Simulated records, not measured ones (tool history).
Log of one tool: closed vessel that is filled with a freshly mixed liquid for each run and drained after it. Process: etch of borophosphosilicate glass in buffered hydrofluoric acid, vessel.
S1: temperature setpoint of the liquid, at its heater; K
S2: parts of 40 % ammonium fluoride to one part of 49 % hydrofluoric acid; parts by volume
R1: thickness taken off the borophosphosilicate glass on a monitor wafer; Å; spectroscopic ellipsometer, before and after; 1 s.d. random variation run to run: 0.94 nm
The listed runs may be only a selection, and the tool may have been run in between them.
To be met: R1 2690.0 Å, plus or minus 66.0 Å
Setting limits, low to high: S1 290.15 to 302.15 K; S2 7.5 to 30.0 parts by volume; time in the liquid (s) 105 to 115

Run 1, day 0.000: S1 294.15 K, S2 21.0 parts by volume, time in the liquid (s) 105. Result: R1 1276.8 Å.
Run 2, day 0.171: S1 295.65 K, S2 19.5 parts by volume, time in the liquid (s) 105. Result: R1 1468.4 Å.
Run 3, day 0.296: S1 295.65 K, S2 14.0 parts by volume, time in the liquid (s) 105. Result: R1 2034.3 Å.
Run 4, day 0.592: S1 295.65 K, S2 14.0 parts by volume, time in the liquid (s) 115. Result: R1 2230.0 Å.
Run 5, day 0.762: S1 295.65 K, S2 16.5 parts by volume, time in the liquid (s) 115. Result: R1 1886.7 Å.
Run 6, day 1.046: S1 297.15 K, S2 16.0 parts by volume, time in the liquid (s) 115. Result: R1 2122.0 Å.
Run 7, day 1.212: S1 298.15 K, S2 16.0 parts by volume, time in the liquid (s) 115. Result: R1 2239.1 Å.
Run 8, day 1.508: S1 298.15 K, S2 16.0 parts by volume, time in the liquid (s) 115. Result: R1 2244.8 Å.
Run 9, day 1.662: S1 299.15 K, S2 16.0 parts by volume, time in the liquid (s) 115. Result: R1 2364.6 Å.
Run 10, day 1.858: S1 299.65 K, S2 16.0 parts by volume, time in the liquid (s) 115. Result: R1 2430.2 Å.
Run 11, day 2.121: S1 300.15 K, S2 16.0 parts by volume, time in the liquid (s) 115. Result: R1 2496.8 Å.
Run 12, day 2.471: S1 300.65 K, S2 16.0 parts by volume, time in the liquid (s) 115. Result: R1 2549.5 Å.

5 next moves are on the table. One of them brings every result within its allowed miss. Which?
Run A, day 2.821: S1 300.65 K, S2 14.5 parts by volume, time in the liquid (s) 115. Result: R1 ?.
Run B, day 2.821: S1 299.65 K, S2 12.5 parts by volume, time in the liquid (s) 105. Result: R1 ?.
Run C, day 2.821: S1 301.15 K, S2 15.0 parts by volume, time in the liquid (s) 105. Result: R1 ?.
Run D, day 2.821: S1 300.65 K, S2 16.5 parts by volume, time in the liquid (s) 110. Result: R1 ?.
Run E, day 2.821: S1 297.65 K, S2 13.0 parts by volume, time in the liquid (s) 115. Result: R1 ?.

move      R1
   A  2816.6
   B  2822.4
   C  2553.9
   D  2372.0
   E  2672.3
A: takes the biggest miss from the last run beyond its target
B: takes the biggest miss from the last run beyond its target
C: roughly where the last run was
D: further off than the last run
E: hits every target within its allowed miss
E meets every target.
